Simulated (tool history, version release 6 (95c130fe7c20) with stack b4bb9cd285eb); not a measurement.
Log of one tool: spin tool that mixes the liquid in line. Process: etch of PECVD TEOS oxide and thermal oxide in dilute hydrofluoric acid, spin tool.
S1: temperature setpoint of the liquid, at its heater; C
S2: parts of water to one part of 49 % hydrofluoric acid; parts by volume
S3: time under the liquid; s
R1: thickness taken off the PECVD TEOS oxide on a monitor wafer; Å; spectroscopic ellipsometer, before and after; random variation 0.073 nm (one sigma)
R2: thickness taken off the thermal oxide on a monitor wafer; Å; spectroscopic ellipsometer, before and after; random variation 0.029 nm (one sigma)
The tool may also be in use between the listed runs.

run 1 hour=0 | S1=25 S2=200 S3=180 | R1=119.86 R2=37.986
run 2 hour=1.3 | S1=27.5 S2=200 S3=180 | R1=131.07 R2=41.383
run 3 hour=4 | S1=27.5 S2=200 S3=110 | R1=79.884 R2=25.444
run 4 hour=9.3 | S1=27.5 S2=270 S3=110 | R1=55.255 R2=17.448
run 5 hour=13.1 | S1=27.5 S2=270 S3=65 | R1=32.253 R2=10.185
run 6 hour=17.1 | S1=28.5 S2=235 S3=65 | R1=39.821 R2=12.737
run 7 hour=20.7 | S1=28.5 S2=200 S3=70 | R1=53.021 R2=16.747
run 8 hour=25.7 | S1=29 S2=170 S3=70 | R1=65.255 R2=20.929
run 9 hour=28.7 | S1=29.5 S2=150 S3=70 | R1=77.499 R2=24.443

The next listed run, before its measurement:
run 10 hour=32.1 | S1=30 S2=135 S3=70 | R1=? R2=?

Run 10 gave R1 89.097 Å, R2 28.374 Å.
